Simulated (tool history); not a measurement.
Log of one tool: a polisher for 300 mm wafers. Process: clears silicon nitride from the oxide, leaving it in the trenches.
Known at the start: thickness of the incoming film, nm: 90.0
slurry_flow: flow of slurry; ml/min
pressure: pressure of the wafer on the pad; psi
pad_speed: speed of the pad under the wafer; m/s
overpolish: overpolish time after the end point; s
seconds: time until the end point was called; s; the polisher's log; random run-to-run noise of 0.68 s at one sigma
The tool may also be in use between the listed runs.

run 1 hour=0 | slurry_flow=170 pressure=2.9 pad_speed=0.98 overpolish=41 | seconds=112.55
run 2 hour=2.8 | slurry_flow=170 pressure=2.9 pad_speed=0.8 overpolish=41 | seconds=137.67
run 3 hour=5.3 | slurry_flow=175 pressure=3.2 pad_speed=0.8 overpolish=41 | seconds=127.97
run 4 hour=13.2 | slurry_flow=175 pressure=3.2 pad_speed=0.8 overpolish=41 | seconds=128.48
run 5 hour=16.3 | slurry_flow=145 pressure=3.2 pad_speed=0.8 overpolish=41 | seconds=130.41
run 6 hour=17.3 | slurry_flow=120 pressure=3.2 pad_speed=0.8 overpolish=41 | seconds=133.97
run 7 hour=23.8 | slurry_flow=130 pressure=3.5 pad_speed=0.82 overpolish=41 | seconds=122.09
run 8 hour=32.3 | slurry_flow=140 pressure=3.7 pad_speed=0.84 overpolish=41 | seconds=113.52
run 9 hour=39.6 | slurry_flow=145 pressure=3.9 pad_speed=0.86 overpolish=41 | seconds=108.39
run 10 hour=41.5 | slurry_flow=150 pressure=4 pad_speed=0.9 overpolish=41 | seconds=102.05

Run 11, settings as shown, results not yet in. Your forecast:
run 11 hour=49.9 | slurry_flow=155 pressure=4.1 pad_speed=0.94 overpolish=41 | seconds=?

seconds: 96.605 s

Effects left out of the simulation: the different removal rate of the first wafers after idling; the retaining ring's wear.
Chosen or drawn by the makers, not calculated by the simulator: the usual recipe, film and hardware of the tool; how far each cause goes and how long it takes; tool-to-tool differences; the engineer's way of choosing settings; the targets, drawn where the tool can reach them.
